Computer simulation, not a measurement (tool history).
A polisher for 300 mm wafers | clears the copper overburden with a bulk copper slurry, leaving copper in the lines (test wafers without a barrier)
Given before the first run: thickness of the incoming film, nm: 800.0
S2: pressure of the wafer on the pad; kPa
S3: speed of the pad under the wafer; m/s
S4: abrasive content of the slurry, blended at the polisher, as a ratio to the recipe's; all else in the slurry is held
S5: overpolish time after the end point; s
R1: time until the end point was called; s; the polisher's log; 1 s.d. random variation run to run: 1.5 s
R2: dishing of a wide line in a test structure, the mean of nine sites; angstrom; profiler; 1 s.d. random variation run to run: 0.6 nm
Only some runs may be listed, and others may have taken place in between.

{"run": 1, "hour": 0.0, "flow of slurry (ml/min)": 170, "S2": 12.4, "S3": 1.08, "S4": 1, "S5": 27, "R1": 129.95, "R2": 825.01}
{"run": 2, "hour": 0.6, "flow of slurry (ml/min)": 170, "S2": 12.4, "S3": 1.3, "S4": 1, "S5": 27, "R1": 107.28, "R2": 882.87}
{"run": 3, "hour": 8.4, "flow of slurry (ml/min)": 195, "S2": 10.3, "S3": 1.4, "S4": 1.15, "S5": 22, "R1": 107.68, "R2": 774.21}
{"run": 4, "hour": 14.2, "flow of slurry (ml/min)": 210, "S2": 9, "S3": 1.48, "S4": 1.25, "S5": 18, "R1": 110.97, "R2": 668.18}
{"run": 5, "hour": 23.2, "flow of slurry (ml/min)": 225, "S2": 8.3, "S3": 1.54, "S4": 1.3, "S5": 15, "R1": 110.32, "R2": 604.7}
{"run": 6, "hour": 25.0, "flow of slurry (ml/min)": 225, "S2": 11, "S3": 1.54, "S4": 1.3, "S5": 15, "R1": 94.044, "R2": 686.11}
{"run": 7, "hour": 28.0, "flow of slurry (ml/min)": 235, "S2": 9.7, "S3": 1.58, "S4": 1.35, "S5": 13, "R1": 96.021, "R2": 614.8}

Run 8, settings as shown, results not yet in. Your forecast:
{"run": 8, "hour": 31.8, "flow of slurry (ml/min)": 245, "S2": 9, "S3": 1.6, "S4": 1.4, "S5": 12, "R1": "?", "R2": "?"}

R1: 99.888 s
R2: 569.41 angstrom
